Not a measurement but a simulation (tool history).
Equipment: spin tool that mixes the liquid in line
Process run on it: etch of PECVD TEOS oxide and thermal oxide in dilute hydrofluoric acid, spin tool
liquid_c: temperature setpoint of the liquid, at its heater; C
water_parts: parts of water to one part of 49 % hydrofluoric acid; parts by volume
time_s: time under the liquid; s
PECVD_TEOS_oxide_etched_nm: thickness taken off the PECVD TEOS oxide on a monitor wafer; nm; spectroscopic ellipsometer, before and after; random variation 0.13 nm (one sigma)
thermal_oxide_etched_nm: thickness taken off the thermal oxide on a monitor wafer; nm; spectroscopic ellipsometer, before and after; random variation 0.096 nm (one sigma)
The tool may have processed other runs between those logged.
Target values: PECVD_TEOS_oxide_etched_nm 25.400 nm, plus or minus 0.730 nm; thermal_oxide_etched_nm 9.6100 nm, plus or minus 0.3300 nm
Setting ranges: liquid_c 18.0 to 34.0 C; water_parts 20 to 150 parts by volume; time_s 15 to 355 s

run 1 hour=0.0 | liquid_c=26.0 water_parts=85 time_s=180 | PECVD_TEOS_oxide_etched_nm=32.900 thermal_oxide_etched_nm=12.6030
run 2 hour=5.9 | liquid_c=26.0 water_parts=70 time_s=180 | PECVD_TEOS_oxide_etched_nm=41.283 thermal_oxide_etched_nm=15.5900
run 3 hour=6.9 | liquid_c=26.0 water_parts=70 time_s=255 | PECVD_TEOS_oxide_etched_nm=58.169 thermal_oxide_etched_nm=22.2170
run 4 hour=15.7 | liquid_c=24.0 water_parts=80 time_s=255 | PECVD_TEOS_oxide_etched_nm=46.788 thermal_oxide_etched_nm=17.5180
run 5 hour=23.3 | liquid_c=20.5 water_parts=80 time_s=255 | PECVD_TEOS_oxide_etched_nm=40.295 thermal_oxide_etched_nm=15.2970
run 6 hour=31.8 | liquid_c=18.0 water_parts=80 time_s=255 | PECVD_TEOS_oxide_etched_nm=36.010 thermal_oxide_etched_nm=13.9570
run 7 hour=35.8 | liquid_c=18.0 water_parts=90 time_s=255 | PECVD_TEOS_oxide_etched_nm=31.886 thermal_oxide_etched_nm=12.0860
-- hour=41.3 thermometer replaced
run 8 hour=41.3 | liquid_c=18.0 water_parts=95 time_s=255 | PECVD_TEOS_oxide_etched_nm=27.486 thermal_oxide_etched_nm=10.4600
run 9 hour=44.8 | liquid_c=18.0 water_parts=100 time_s=255 | PECVD_TEOS_oxide_etched_nm=26.084 thermal_oxide_etched_nm=10.1000

Pick the move, out of 4, that brings all results within their allowed miss; only one does.
run A hour=48.3 | liquid_c=22.0 water_parts=65 time_s=130 | PECVD_TEOS_oxide_etched_nm=? thermal_oxide_etched_nm=?
run B hour=48.3 | liquid_c=18.0 water_parts=150 time_s=355 | PECVD_TEOS_oxide_etched_nm=? thermal_oxide_etched_nm=?
run C hour=48.3 | liquid_c=20.5 water_parts=115 time_s=240 | PECVD_TEOS_oxide_etched_nm=? thermal_oxide_etched_nm=?
run D hour=48.3 | liquid_c=19.0 water_parts=70 time_s=150 | PECVD_TEOS_oxide_etched_nm=? thermal_oxide_etched_nm=?

move=A PECVD_TEOS_oxide_etched_nm=25.353 thermal_oxide_etched_nm=9.5156
move=B PECVD_TEOS_oxide_etched_nm=23.184 thermal_oxide_etched_nm=8.7014
move=C PECVD_TEOS_oxide_etched_nm=23.469 thermal_oxide_etched_nm=8.8083
move=D PECVD_TEOS_oxide_etched_nm=23.821 thermal_oxide_etched_nm=8.9406
A: every result lands within tolerance
B: moves the result that the last run missed by most past its target, out the other side
C: moves the result that the last run missed by most past its target, out the other side
D: moves the result that the last run missed by most past its target, out the other side
The move that meets every target is A.
